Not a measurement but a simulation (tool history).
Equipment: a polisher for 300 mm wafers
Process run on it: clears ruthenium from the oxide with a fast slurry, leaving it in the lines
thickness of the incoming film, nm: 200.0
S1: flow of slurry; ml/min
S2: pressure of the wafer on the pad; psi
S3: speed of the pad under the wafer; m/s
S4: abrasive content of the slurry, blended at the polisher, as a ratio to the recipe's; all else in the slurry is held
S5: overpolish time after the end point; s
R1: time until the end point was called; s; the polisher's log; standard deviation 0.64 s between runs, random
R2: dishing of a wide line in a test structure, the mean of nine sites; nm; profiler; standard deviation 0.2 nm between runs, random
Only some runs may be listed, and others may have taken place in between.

run	hour	S1	S2	S3	S4	S5	R1	R2
1	0	315	3.4	1	1	8	44.208	34.382
2	1.3	345	3.4	1	1	8	44.177	35.301
3	2.3	345	3.4	1.24	1	8	35.518	39.901
4	6.3	345	3.4	1.42	1	8	31.32	46.582
5	12.9	380	3	1.34	1	7	36.177	35.335
6	20.6	405	2.7	1.3	0.95	6	42.259	27.057
7	25.6	425	2.4	1.32	0.9	5	47.507	20.569
8	34	440	2.3	1.34	0.85	4	49.581	16.056
9	42.2	440	2.2	1.34	0.85	4	52.092	15.421
10	50	440	1.6	1.32	0.85	2	70.388	5.9485
11	58.6	450	1.7	1.32	0.85	2	66.29	6.1985
12	64.2	455	1.8	1.32	0.8	2	64.182	6.3504
13	68.9	455	1.8	1.32	0.8	2	63.706	6.5063
14	73.1	440	1.8	1.32	0.85	2	62.116	6.5193
15	73.8	440	1.8	1.32	0.85	2	62.448	6.5726
16	78.6	445	1.8	1.32	0.85	2	62.671	6.3787
17	80.3	440	1.9	1.32	0.85	6	60.494	19.82
18	87.8	410	1.9	1.32	0.85	6	59.084	19.92
19	96.5	320	1.5	1.28	0.85	2	78.334	5.4677
20	100.9	325	1.7	1.28	0.8	2	70.458	5.9923
# hour 102.6: head pressure recalibrated
21	102.6	320	1.8	1.28	0.8	2	61.781	6.1803
22	108.4	330	1.8	1.28	0.85	2	60.85	6.6156
23	112.4	335	1.8	1.28	0.85	2	60.476	6.7703

Expected results for the next run?
24	115.4	335	1.7	1.28	0.85	6	?	?

Run 24 yielded R1 63.489 s, R2 17.803 nm.

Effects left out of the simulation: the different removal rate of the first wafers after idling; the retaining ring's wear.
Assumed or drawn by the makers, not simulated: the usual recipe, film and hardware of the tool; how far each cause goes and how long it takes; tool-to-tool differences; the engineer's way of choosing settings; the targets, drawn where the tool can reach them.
